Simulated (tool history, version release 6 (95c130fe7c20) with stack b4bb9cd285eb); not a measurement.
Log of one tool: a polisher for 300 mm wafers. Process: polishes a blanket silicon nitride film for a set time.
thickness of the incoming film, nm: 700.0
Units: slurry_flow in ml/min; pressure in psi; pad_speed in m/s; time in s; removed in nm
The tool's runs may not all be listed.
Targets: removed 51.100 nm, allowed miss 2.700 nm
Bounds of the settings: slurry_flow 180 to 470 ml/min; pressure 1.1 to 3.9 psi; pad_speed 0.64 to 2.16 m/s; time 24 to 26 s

run  hour  slurry_flow  pressure  pad_speed  time  removed
  1   0.0          300       2.5       1.40    26   36.028
  2   4.0          300       2.5       1.40    26   35.206
  3   6.1          300       2.5       1.40    24   32.328
  4  14.9          300       2.8       1.42    24   36.930
  5  22.4          300       2.8       1.72    24   43.661
  6  23.9          300       2.8       1.72    24   43.195
  7  29.8          300       2.9       1.72    24   44.079
  8  30.6          300       3.0       1.74    24   46.343
  9  38.5          300       3.1       1.74    24   47.171

5 next moves are on the table. One of them brings every result within its allowed miss. Which?
  A  46.4          290       3.3       1.92    26        ?
  B  46.4          310       3.3       1.88    26        ?
  C  46.4          350       3.2       1.64    26        ?
  D  46.4          355       3.1       1.64    24        ?
  E  46.4          265       3.3       1.86    26        ?

move  removed
   A   60.328
   B   59.754
   C   53.124
   D   47.592
   E   58.512
A: takes the result that was furthest off past its target
B: takes the result that was furthest off past its target
C: meets every target
D: nearer than the last run, and not there yet
E: takes the result that was furthest off past its target
Answer: C
